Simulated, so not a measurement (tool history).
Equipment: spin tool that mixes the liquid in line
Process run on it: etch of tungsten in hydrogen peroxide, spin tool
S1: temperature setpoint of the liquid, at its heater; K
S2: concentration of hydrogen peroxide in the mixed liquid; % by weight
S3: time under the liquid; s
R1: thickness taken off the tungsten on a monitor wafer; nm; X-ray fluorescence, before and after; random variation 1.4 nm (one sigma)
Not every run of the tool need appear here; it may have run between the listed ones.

run,day,S1,S2,S3,R1
1,0.000,326.15,23.0,55,115.210
2,0.371,327.15,23.0,55,122.280
3,0.596,327.15,20.5,55,115.750
4,0.738,324.15,20.5,55,95.625
5,0.862,324.15,20.5,55,98.284
6,1.075,324.15,20.5,55,96.762
7,1.312,332.15,21.0,55,156.430

What will run 8 give?
8,1.408,332.65,21.0,55,?

Run 8 produced R1 160.540 nm.

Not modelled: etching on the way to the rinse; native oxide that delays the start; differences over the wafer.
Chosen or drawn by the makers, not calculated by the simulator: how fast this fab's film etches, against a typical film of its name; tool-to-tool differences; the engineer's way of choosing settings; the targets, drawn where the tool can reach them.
